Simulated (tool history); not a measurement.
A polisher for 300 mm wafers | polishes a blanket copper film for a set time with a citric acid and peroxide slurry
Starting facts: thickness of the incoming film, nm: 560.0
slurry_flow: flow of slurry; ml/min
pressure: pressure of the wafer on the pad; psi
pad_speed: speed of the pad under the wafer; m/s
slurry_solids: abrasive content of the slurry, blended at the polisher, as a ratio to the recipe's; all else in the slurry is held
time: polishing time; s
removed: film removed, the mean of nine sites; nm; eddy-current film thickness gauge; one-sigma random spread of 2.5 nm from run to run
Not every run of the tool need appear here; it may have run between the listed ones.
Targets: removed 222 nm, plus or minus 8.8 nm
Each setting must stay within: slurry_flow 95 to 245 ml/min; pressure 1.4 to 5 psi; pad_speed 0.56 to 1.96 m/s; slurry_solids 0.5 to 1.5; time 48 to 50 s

run 1 hour=0 | slurry_flow=155 pressure=3.2 pad_speed=1.26 slurry_solids=1 time=48 | removed=173.43
run 2 hour=5.4 | slurry_flow=155 pressure=3.2 pad_speed=1.02 slurry_solids=1 time=48 | removed=150.36
run 3 hour=13.8 | slurry_flow=170 pressure=3.2 pad_speed=1.02 slurry_solids=1 time=48 | removed=153.04
run 4 hour=17.3 | slurry_flow=175 pressure=3.4 pad_speed=1.02 slurry_solids=1 time=48 | removed=165.9
run 5 hour=24.6 | slurry_flow=175 pressure=3.4 pad_speed=0.82 slurry_solids=1 time=48 | removed=137.95
run 6 hour=33.5 | slurry_flow=180 pressure=3.6 pad_speed=0.82 slurry_solids=1 time=48 | removed=142.17
run 7 hour=41.8 | slurry_flow=180 pressure=3.8 pad_speed=0.84 slurry_solids=1 time=48 | removed=155.93
run 8 hour=44.4 | slurry_flow=190 pressure=4.7 pad_speed=0.86 slurry_solids=1 time=48 | removed=198.41
run 9 hour=46.9 | slurry_flow=195 pressure=4.9 pad_speed=0.88 slurry_solids=1 time=48 | removed=209.22

Consider the 5 candidate settings below. Which is the only one whose results all fall within their allowed miss of target?
run A hour=49.4 | slurry_flow=210 pressure=4.9 pad_speed=0.74 slurry_solids=1.05 time=48 | removed=?
run B hour=49.4 | slurry_flow=180 pressure=4.6 pad_speed=0.74 slurry_solids=1.25 time=48 | removed=?
run C hour=49.4 | slurry_flow=210 pressure=5 pad_speed=0.84 slurry_solids=1.15 time=50 | removed=?
run D hour=49.4 | slurry_flow=205 pressure=5 pad_speed=0.76 slurry_solids=0.95 time=48 | removed=?
run E hour=49.4 | slurry_flow=205 pressure=4.9 pad_speed=0.7 slurry_solids=1.3 time=48 | removed=?

move=A removed=188.71
move=B removed=179.96
move=C removed=224.73
move=D removed=191.71
move=E removed=188.84
A: lands further from the targets than the last run did
B: lands further from the targets than the last run did
C: all results land within tolerance of their targets
D: lands further from the targets than the last run did
E: lands further from the targets than the last run did
Go with C: it meets all targets.
